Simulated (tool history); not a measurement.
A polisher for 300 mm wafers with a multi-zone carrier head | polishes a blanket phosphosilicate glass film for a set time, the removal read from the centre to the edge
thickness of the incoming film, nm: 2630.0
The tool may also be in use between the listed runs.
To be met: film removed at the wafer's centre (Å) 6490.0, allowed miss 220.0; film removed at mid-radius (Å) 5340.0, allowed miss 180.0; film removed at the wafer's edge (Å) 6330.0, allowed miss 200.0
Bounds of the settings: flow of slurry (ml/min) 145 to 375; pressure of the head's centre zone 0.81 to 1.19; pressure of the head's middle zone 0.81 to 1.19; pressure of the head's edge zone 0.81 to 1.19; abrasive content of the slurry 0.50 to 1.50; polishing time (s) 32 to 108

run,hour,flow of slurry (ml/min),pressure of the head's centre zone,pressure of the head's middle zone,pressure of the head's edge zone,abrasive content of the slurry,polishing time (s),film removed at the wafer's centre (Å),film removed at mid-radius (Å),film removed at the wafer's edge (Å)
1,0.0,240,1.00,1.00,1.00,1.00,70,4739.2,4602.1,4744.2
2,7.5,240,1.00,1.08,1.00,1.00,70,4694.9,5016.8,4727.2
3,9.8,245,1.03,1.05,1.04,1.10,70,5057.6,4963.4,5032.8
4,11.7,245,1.03,1.02,1.04,1.10,70,5045.2,4942.1,5007.0
5,14.3,300,1.03,1.02,1.04,1.10,70,5188.5,4999.0,5002.8
6,19.6,300,1.03,1.02,1.04,1.10,78,5686.5,5503.1,5528.7
7,27.0,320,1.10,0.92,1.14,1.25,78,6358.2,5351.8,6088.5
8,35.9,320,1.10,0.91,1.15,1.25,78,6378.8,5305.9,6013.9

Which of these 5 next moves meets every target?
A,44.8,320,1.05,0.81,1.16,1.30,81,?,?,?
B,44.8,320,1.14,0.94,1.14,1.30,75,?,?,?
C,44.8,370,1.12,0.94,1.09,1.20,76,?,?,?
D,44.8,375,1.17,1.03,1.11,1.15,75,?,?,?
E,44.8,285,1.09,0.88,1.15,1.45,79,?,?,?

move,film removed at the wafer's centre (Å),film removed at mid-radius (Å),film removed at the wafer's edge (Å)
A,6355.8,5033.9,6540.1
B,6301.4,5268.4,5994.1
C,6234.3,5283.6,5866.6
D,6315.3,5570.2,5769.6
E,6514.9,5359.0,6487.9
A: takes the result that was furthest off past its target
B: further off than the last run
C: further off than the last run
D: further off than the last run
E: meets every target
Answer: E
